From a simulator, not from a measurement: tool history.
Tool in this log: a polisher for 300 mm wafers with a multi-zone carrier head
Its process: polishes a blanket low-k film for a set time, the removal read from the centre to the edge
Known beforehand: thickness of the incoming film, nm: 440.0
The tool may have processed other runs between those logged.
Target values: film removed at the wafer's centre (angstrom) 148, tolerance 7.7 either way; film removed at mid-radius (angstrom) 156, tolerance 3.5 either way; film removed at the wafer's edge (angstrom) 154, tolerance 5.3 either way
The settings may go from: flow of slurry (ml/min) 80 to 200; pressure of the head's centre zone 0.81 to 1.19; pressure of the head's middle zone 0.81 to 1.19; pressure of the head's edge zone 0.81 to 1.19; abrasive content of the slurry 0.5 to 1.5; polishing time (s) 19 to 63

| run | hour | flow of slurry (ml/min) | pressure of the head's centre zone | pressure of the head's middle zone | pressure of the head's edge zone | abrasive content of the slurry | polishing time (s) | film removed at the wafer's centre (angstrom) | film removed at mid-radius (angstrom) | film removed at the wafer's edge (angstrom) |
|---|---|---|---|---|---|---|---|---|---|---|
| 1 | 0 | 130 | 1 | 1 | 1 | 1 | 41 | 143.66 | 137.74 | 140.77 |
| 2 | 4.5 | 130 | 1 | 1.05 | 1 | 1 | 41 | 144.98 | 144.42 | 140.63 |
| 3 | 5.1 | 135 | 0.99 | 1.05 | 1.01 | 1 | 41 | 138.69 | 146.52 | 141.55 |
| 4 | 9.7 | 135 | 1.07 | 1.05 | 1.01 | 1 | 41 | 157.75 | 146.71 | 145.56 |
| 5 | 16.1 | 160 | 1.07 | 1.05 | 1.01 | 1 | 41 | 160.41 | 149.87 | 145.07 |
| 6 | 21.9 | 190 | 1.07 | 1.05 | 1.01 | 1 | 41 | 160.59 | 154.52 | 149.85 |
| 7 | 31 | 190 | 1.06 | 1.05 | 1.02 | 1 | 41 | 165.66 | 153.02 | 147.75 |
| 8 | 37.3 | 185 | 1.04 | 1.05 | 1.03 | 1 | 41 | 161.74 | 151.76 | 147.59 |
| 9 | 37.9 | 180 | 1.02 | 1.05 | 1.03 | 1.05 | 41 | 156.7 | 153.72 | 153.17 |
| 10 | 46 | 180 | 1.01 | 1.05 | 1.03 | 1.05 | 41 | 157.29 | 155.37 | 149.57 |

Of the 5 settings listed for the next run, only one would bring every result within its allowed miss of target. Which one?
| A | 54.1 | 175 | 0.84 | 1 | 1 | 1.2 | 44 | ? | ? | ? |
| B | 54.1 | 180 | 0.87 | 1.05 | 1.04 | 1.15 | 40 | ? | ? | ? |
| C | 54.1 | 195 | 0.91 | 1 | 1.01 | 1 | 43 | ? | ? | ? |
| D | 54.1 | 180 | 0.87 | 1.16 | 1.02 | 1.15 | 38 | ? | ? | ? |
| E | 54.1 | 160 | 0.96 | 0.98 | 1.01 | 1.1 | 42 | ? | ? | ? |

| move | film removed at the wafer's centre (angstrom) | film removed at mid-radius (angstrom) | film removed at the wafer's edge (angstrom) |
|---|---|---|---|
| A | 147.96 | 166.86 | 163.84 |
| B | 138.05 | 156.44 | 149.99 |
| C | 149.75 | 155.41 | 152.74 |
| D | 131.25 | 161.86 | 140.93 |
| E | 154.33 | 149.74 | 151 |
A: puts the biggest miss on target and leaves a different result outside tolerance
B: carries the result that was furthest off beyond its target, to the other side
C: every result lands within tolerance
D: carries the result that was furthest off beyond its target, to the other side
E: puts the biggest miss on target and leaves a different result outside tolerance
The right move is C.
